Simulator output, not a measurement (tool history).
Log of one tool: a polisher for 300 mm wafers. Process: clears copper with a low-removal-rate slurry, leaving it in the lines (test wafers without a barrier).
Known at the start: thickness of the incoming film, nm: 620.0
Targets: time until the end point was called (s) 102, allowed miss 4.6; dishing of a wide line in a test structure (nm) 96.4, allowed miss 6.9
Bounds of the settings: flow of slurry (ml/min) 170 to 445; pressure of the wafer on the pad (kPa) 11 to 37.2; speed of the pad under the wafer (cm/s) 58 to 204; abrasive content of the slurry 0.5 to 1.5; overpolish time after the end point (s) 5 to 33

run,hour,flow of slurry (ml/min),pressure of the wafer on the pad (kPa),speed of the pad under the wafer (cm/s),abrasive content of the slurry,overpolish time after the end point (s),time until the end point was called (s),dishing of a wide line in a test structure (nm)
1,0,285,24.1,130,1,17,129.56,54.947
2,4.1,285,24.1,130,1,10,129.65,36.628
3,7.9,285,24.8,130,1,12,126.36,43.758
4,12.4,310,24.8,130,1,12,127.47,42.984
5,19,310,22.1,130,1,12,138.42,39.708
6,22.1,310,22.1,130,0.85,12,146.97,40.186
7,27.2,310,24.1,130,0.8,14,138.45,46.572
8,35.9,310,25.5,130,0.75,16,133.49,51.763
9,36.7,310,26.9,130,0.75,18,128,60.849
10,45.3,310,28.3,130,0.75,19,121.1,64.036
11,47.5,310,29,130,0.75,20,117.83,71.555
12,50.9,310,29.6,130,0.75,21,113.85,73.075
13,56.9,310,30.3,130,0.75,22,108.38,75.064
14,57.6,310,30.3,130,0.75,23,113.54,79.634

4 next moves are on the table. One of them brings every result within its allowed miss. Which?
A,58.3,315,37.2,116,0.55,28,?,?
B,58.3,355,30.3,126,0.75,29,?,?
C,58.3,275,29,120,0.8,21,?,?
D,58.3,300,29.6,166,0.5,28,?,?

move,time until the end point was called (s),dishing of a wide line in a test structure (nm)
A,110.83,89.23
B,113.99,88.038
C,125.26,66.546
D,100.79,92.482
A: nearer than the last run, and not there yet
B: as far off as the last run
C: further off than the last run
D: meets every target
Answer: D
